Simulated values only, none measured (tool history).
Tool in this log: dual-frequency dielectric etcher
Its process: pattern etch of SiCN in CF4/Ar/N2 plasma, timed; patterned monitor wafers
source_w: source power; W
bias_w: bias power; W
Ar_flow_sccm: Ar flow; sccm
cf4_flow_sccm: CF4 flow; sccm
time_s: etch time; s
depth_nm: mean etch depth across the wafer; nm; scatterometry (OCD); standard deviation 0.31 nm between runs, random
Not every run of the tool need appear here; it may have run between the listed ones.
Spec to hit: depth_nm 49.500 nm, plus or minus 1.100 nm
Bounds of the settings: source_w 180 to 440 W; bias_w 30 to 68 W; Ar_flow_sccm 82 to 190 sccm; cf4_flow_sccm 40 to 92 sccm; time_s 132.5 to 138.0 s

Run 1, hour 0.0: source_w 310 W, bias_w 49 W, Ar_flow_sccm 136 sccm, cf4_flow_sccm 66 sccm, time_s 132.5 s. Result: depth_nm 67.456 nm.
Run 2, hour 0.7: source_w 280 W, bias_w 49 W, Ar_flow_sccm 136 sccm, cf4_flow_sccm 66 sccm, time_s 132.5 s. Result: depth_nm 63.595 nm.
Run 3, hour 4.0: source_w 280 W, bias_w 53 W, Ar_flow_sccm 136 sccm, cf4_flow_sccm 66 sccm, time_s 132.5 s. Result: depth_nm 64.515 nm.
Run 4, hour 12.0: source_w 330 W, bias_w 53 W, Ar_flow_sccm 136 sccm, cf4_flow_sccm 66 sccm, time_s 132.5 s. Result: depth_nm 70.684 nm.
Run 5, hour 16.2: source_w 330 W, bias_w 53 W, Ar_flow_sccm 156 sccm, cf4_flow_sccm 66 sccm, time_s 132.5 s. Result: depth_nm 69.614 nm.
Run 6, hour 21.0: source_w 330 W, bias_w 53 W, Ar_flow_sccm 156 sccm, cf4_flow_sccm 66 sccm, time_s 138.0 s. Result: depth_nm 72.860 nm.
Run 7, hour 26.9: source_w 310 W, bias_w 51 W, Ar_flow_sccm 159 sccm, cf4_flow_sccm 65 sccm, time_s 138.0 s. Result: depth_nm 68.625 nm.
Run 8, hour 27.9: source_w 250 W, bias_w 48 W, Ar_flow_sccm 162 sccm, cf4_flow_sccm 64 sccm, time_s 138.0 s. Result: depth_nm 59.553 nm.
Run 9, hour 35.5: source_w 240 W, bias_w 47 W, Ar_flow_sccm 163 sccm, cf4_flow_sccm 64 sccm, time_s 138.0 s. Result: depth_nm 58.640 nm.
Run 10, hour 43.7: source_w 230 W, bias_w 46 W, Ar_flow_sccm 165 sccm, cf4_flow_sccm 64 sccm, time_s 138.0 s. Result: depth_nm 56.667 nm.
Run 11, hour 51.0: source_w 220 W, bias_w 45 W, Ar_flow_sccm 166 sccm, cf4_flow_sccm 64 sccm, time_s 138.0 s. Result: depth_nm 55.343 nm.
Run 12, hour 57.8: source_w 210 W, bias_w 44 W, Ar_flow_sccm 167 sccm, cf4_flow_sccm 64 sccm, time_s 138.0 s. Result: depth_nm 53.358 nm.

5 candidate next runs follow, results not yet known. Just one meets every target within its allowed miss. Identify it.
Run A, hour 64.6: source_w 220 W, bias_w 33 W, Ar_flow_sccm 159 sccm, cf4_flow_sccm 68 sccm, time_s 136.0 s. Result: depth_nm ?.
Run B, hour 64.6: source_w 230 W, bias_w 47 W, Ar_flow_sccm 159 sccm, cf4_flow_sccm 60 sccm, time_s 133.0 s. Result: depth_nm ?.
Run C, hour 64.6: source_w 220 W, bias_w 50 W, Ar_flow_sccm 153 sccm, cf4_flow_sccm 57 sccm, time_s 132.5 s. Result: depth_nm ?.
Run D, hour 64.6: source_w 260 W, bias_w 46 W, Ar_flow_sccm 162 sccm, cf4_flow_sccm 60 sccm, time_s 137.0 s. Result: depth_nm ?.
Run E, hour 64.6: source_w 190 W, bias_w 55 W, Ar_flow_sccm 155 sccm, cf4_flow_sccm 86 sccm, time_s 136.5 s. Result: depth_nm ?.

move  depth_nm
   A    49.548
   B    55.048
   C    54.927
   D    59.589
   E    57.412
A: in spec on every target
B: further off than the last run
C: further off than the last run
D: further off than the last run
E: further off than the last run
The right move is A.

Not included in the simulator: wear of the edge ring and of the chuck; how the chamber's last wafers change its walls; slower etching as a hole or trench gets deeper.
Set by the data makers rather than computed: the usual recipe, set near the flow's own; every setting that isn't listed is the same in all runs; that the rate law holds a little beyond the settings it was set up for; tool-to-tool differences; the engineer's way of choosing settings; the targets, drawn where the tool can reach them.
